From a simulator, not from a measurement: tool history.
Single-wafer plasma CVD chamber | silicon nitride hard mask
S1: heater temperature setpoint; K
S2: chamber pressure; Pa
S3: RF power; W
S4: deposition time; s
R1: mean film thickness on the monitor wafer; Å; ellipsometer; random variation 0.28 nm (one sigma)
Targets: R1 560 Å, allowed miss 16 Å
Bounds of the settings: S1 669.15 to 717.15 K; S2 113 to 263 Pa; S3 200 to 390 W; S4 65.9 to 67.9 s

run 1 hour=0 | S1=693.15 S2=188 S3=295 S4=65.9 | R1=625.92
run 2 hour=8.7 | S1=693.15 S2=181 S3=290 S4=65.9 | R1=609.77
run 3 hour=11.4 | S1=693.15 S2=181 S3=325 S4=65.9 | R1=671.08
run 4 hour=20.2 | S1=693.15 S2=173 S3=315 S4=65.9 | R1=630.43
run 5 hour=27.2 | S1=699.15 S2=173 S3=315 S4=65.9 | R1=639.01
run 6 hour=30.3 | S1=699.15 S2=165 S3=310 S4=65.9 | R1=611.48
run 7 hour=38.1 | S1=699.15 S2=160 S3=310 S4=65.9 | R1=596.01
run 8 hour=43.9 | S1=699.15 S2=157 S3=310 S4=65.9 | R1=592.37
run 9 hour=45.2 | S1=699.15 S2=155 S3=310 S4=65.9 | R1=587.96
run 10 hour=49.3 | S1=699.15 S2=152 S3=310 S4=65.9 | R1=589.57
run 11 hour=56.6 | S1=699.15 S2=149 S3=310 S4=65.9 | R1=575.49

4 next moves are on the table. One of them brings every result within its allowed miss. Which?
run A hour=63.9 | S1=702.15 S2=176 S3=305 S4=65.9 | R1=?
run B hour=63.9 | S1=694.15 S2=161 S3=305 S4=66.7 | R1=?
run C hour=63.9 | S1=702.15 S2=147 S3=305 S4=65.9 | R1=?
run D hour=63.9 | S1=703.15 S2=156 S3=325 S4=66.7 | R1=?

move=A R1=625.83
move=B R1=608.47
move=C R1=567.06
move=D R1=620.87
A: further off than the last run
B: further off than the last run
C: meets every target
D: further off than the last run
The right move is C.
